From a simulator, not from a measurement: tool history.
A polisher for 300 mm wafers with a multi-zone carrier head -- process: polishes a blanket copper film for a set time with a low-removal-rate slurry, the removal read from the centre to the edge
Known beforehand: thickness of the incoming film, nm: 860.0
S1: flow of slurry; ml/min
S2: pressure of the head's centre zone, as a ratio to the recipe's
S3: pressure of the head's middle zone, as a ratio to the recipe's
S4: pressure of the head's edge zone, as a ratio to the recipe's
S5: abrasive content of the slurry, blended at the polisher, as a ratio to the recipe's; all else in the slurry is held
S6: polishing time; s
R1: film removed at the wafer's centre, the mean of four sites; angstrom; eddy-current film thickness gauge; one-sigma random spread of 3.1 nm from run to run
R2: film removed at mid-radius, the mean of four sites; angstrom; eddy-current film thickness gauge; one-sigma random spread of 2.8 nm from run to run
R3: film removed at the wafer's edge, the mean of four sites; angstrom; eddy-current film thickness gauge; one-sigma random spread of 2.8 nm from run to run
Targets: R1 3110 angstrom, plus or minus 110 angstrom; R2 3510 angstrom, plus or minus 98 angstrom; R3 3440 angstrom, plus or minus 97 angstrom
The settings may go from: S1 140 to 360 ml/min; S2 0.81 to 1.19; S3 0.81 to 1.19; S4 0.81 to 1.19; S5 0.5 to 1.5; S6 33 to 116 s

run 1 day=0 | S1=230 S2=1 S3=1 S4=1 S5=1 S6=74 | R1=2614.2 R2=2657.5 R3=2629.6
run 2 day=0.154 | S1=230 S2=1 S3=1 S4=1 S5=0.85 S6=74 | R1=2450.8 R2=2534 R3=2539.2
run 3 day=0.504 | S1=230 S2=1 S3=1 S4=1 S5=0.95 S6=74 | R1=2589.9 R2=2623.2 R3=2602
run 4 day=0.642 | S1=235 S2=0.99 S3=1.01 S4=1.03 S5=1.05 S6=75 | R1=2689.3 R2=2756.6 R3=2796.4
run 5 day=0.808 | S1=185 S2=0.99 S3=1.01 S4=1.03 S5=1.05 S6=75 | R1=2529.6 R2=2603.8 R3=2716.2
run 6 day=1.029 | S1=185 S2=1.07 S3=1.01 S4=1.03 S5=1.05 S6=75 | R1=2763.1 R2=2619.9 R3=2677.3
run 7 day=1.133 | S1=205 S2=1.06 S3=1.03 S4=1.06 S5=1.1 S6=75 | R1=2809.1 R2=2762 R3=2827.3
run 8 day=1.408 | S1=225 S2=1.06 S3=1.05 S4=1.08 S5=1.1 S6=75 | R1=2903.8 R2=2850.3 R3=2860.1
run 9 day=1.721 | S1=240 S2=1.04 S3=1.06 S4=1.1 S5=1.15 S6=75 | R1=2936.3 R2=2937.2 R3=2954.7
run 10 day=1.975 | S1=250 S2=1.02 S3=1.07 S4=1.11 S5=1.2 S6=75 | R1=2907.1 R2=3028.7 R3=2995.1

Which single option among these 5 for the next run brings every result within its allowed miss of target? Just one does.
run A day=2.229 | S1=240 S2=1.17 S3=1.15 S4=0.98 S5=1.4 S6=65 | R1=? R2=? R3=?
run B day=2.229 | S1=150 S2=0.98 S3=1.16 S4=1.19 S5=1.5 S6=88 | R1=? R2=? R3=?
run C day=2.229 | S1=250 S2=0.97 S3=1.11 S4=1.14 S5=1.15 S6=89 | R1=? R2=? R3=?
run D day=2.229 | S1=175 S2=0.87 S3=1.02 S4=1.18 S5=1.2 S6=95 | R1=? R2=? R3=?
run E day=2.229 | S1=165 S2=1.01 S3=1.13 S4=1.15 S5=1.25 S6=88 | R1=? R2=? R3=?

move=A R1=2981.6 R2=2899.2 R3=2514.5
move=B R1=3070 R2=3647.7 R3=3548.8
move=C R1=3218 R2=3667.2 R3=3518
move=D R1=2882.3 R2=3445.3 R3=3686.4
move=E R1=3092.2 R2=3472.2 R3=3372
A: misses by more than the last run did
B: takes the biggest miss from the last run beyond its target
C: takes the biggest miss from the last run beyond its target
D: the worst result of the last run now meets its target, but another is out of spec
E: hits every target within its allowed miss
E meets every target.

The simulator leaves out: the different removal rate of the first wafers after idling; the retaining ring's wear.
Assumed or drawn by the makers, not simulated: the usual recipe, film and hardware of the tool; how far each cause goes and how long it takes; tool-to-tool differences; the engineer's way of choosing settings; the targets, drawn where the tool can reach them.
